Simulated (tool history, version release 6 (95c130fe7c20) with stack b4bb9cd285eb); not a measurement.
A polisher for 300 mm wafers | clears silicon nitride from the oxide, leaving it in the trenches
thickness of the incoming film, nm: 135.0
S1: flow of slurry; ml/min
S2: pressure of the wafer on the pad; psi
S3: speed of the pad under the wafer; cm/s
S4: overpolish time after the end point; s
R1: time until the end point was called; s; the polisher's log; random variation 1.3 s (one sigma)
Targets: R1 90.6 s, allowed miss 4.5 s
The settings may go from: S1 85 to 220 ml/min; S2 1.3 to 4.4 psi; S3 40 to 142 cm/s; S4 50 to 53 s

run 1 hour=0 | S1=140 S2=2.8 S3=90 S4=50 | R1=154.51
run 2 hour=3 | S1=140 S2=3 S3=90 S4=50 | R1=147.14
run 3 hour=3.8 | S1=140 S2=3 S3=68 S4=50 | R1=185.97
run 4 hour=7.9 | S1=110 S2=3 S3=68 S4=50 | R1=202.82
run 5 hour=14.6 | S1=115 S2=3.2 S3=70 S4=50 | R1=182.94
run 6 hour=21.3 | S1=120 S2=3.3 S3=72 S4=50 | R1=170.6
run 7 hour=22.6 | S1=125 S2=3.4 S3=74 S4=50 | R1=159.78
run 8 hour=30.9 | S1=130 S2=3.5 S3=76 S4=50 | R1=152.43

Which of these 4 next moves meets every target?
run A hour=39.2 | S1=115 S2=3.7 S3=114 S4=50 | R1=?
run B hour=39.2 | S1=130 S2=4.4 S3=110 S4=53 | R1=?
run C hour=39.2 | S1=100 S2=4.4 S3=108 S4=50 | R1=?
run D hour=39.2 | S1=165 S2=4.1 S3=94 S4=50 | R1=?

move=A R1=100.27
move=B R1=85.103
move=C R1=92.721
move=D R1=101.44
A: nearer than the last run, and not there yet
B: takes the result that was furthest off past its target
C: meets every target
D: nearer than the last run, and not there yet
The right move is C.

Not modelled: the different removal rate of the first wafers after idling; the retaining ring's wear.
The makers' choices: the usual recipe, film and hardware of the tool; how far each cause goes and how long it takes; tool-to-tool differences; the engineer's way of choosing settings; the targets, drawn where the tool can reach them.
